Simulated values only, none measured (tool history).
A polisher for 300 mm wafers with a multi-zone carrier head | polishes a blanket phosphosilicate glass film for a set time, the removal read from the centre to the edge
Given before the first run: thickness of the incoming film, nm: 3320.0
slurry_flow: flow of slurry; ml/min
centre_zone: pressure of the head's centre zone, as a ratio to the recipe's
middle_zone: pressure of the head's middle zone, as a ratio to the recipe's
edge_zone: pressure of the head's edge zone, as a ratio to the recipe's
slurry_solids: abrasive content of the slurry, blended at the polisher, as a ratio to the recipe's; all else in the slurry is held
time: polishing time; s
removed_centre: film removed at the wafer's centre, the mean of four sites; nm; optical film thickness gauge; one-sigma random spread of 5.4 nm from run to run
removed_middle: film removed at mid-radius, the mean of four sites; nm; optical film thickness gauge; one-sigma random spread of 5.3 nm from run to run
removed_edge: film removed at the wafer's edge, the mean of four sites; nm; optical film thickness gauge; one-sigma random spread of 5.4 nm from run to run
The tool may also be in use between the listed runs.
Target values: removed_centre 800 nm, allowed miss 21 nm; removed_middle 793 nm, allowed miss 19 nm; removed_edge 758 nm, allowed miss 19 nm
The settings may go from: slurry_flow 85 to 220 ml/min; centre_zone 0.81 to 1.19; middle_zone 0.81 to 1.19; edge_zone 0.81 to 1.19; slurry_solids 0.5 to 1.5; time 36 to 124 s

run	day	slurry_flow	centre_zone	middle_zone	edge_zone	slurry_solids	time	removed_centre	removed_middle	removed_edge
1	0	140	1	1	1	1	79	923.25	937.25	983.18
2	0.188	140	1.03	1	1	1	79	949.01	938.29	966.13
3	0.221	135	1.03	1	0.98	0.95	79	883.85	900.19	929.61
4	0.388	135	1.03	1	0.98	0.95	88	1003.4	994.49	1027.2
5	0.625	130	1.04	1	0.96	0.9	88	974.5	954.35	993.09
6	0.929	130	1.04	1	0.96	1	88	1025.7	1015.4	1049.6
7	1.142	130	1.05	1	0.95	0.95	88	995.98	995.87	1020.3
8	1.296	130	1.06	1	0.94	0.9	88	977.38	955.77	978.8
9	1.5	130	1.06	1	0.94	0.9	88	973.23	955.59	974.16
# day 1.679: slurry nozzle cleaned
10	1.679	130	1.07	1	0.93	0.85	88	1149.8	1086.3	1036.2

Which one of the following 5 next-run settings gets every result inside its allowed miss? There is exactly one.
A	1.858	115	1.11	0.81	1.01	0.85	70	?	?	?
B	1.858	95	1.16	0.96	0.86	1	117	?	?	?
C	1.858	90	1.1	1.08	0.98	0.95	63	?	?	?
D	1.858	90	0.96	1.01	1.07	1.25	63	?	?	?
E	1.858	105	0.91	1.16	0.86	0.9	66	?	?	?

move	removed_centre	removed_middle	removed_edge
A	919.47	698.53	840.11
B	1657.9	1397.4	1378.3
C	804.07	791.82	754.6
D	808.47	863.59	909.74
E	715.62	900.31	744.82
A: nearer the targets than the last run, but a result is still out of spec
B: misses by more than the last run did
C: all results land within tolerance of their targets
D: brings the last run's worst result on target, with another outside its allowed miss
E: takes the result that was furthest off past its target
C is the move that brings every result within its allowed miss.

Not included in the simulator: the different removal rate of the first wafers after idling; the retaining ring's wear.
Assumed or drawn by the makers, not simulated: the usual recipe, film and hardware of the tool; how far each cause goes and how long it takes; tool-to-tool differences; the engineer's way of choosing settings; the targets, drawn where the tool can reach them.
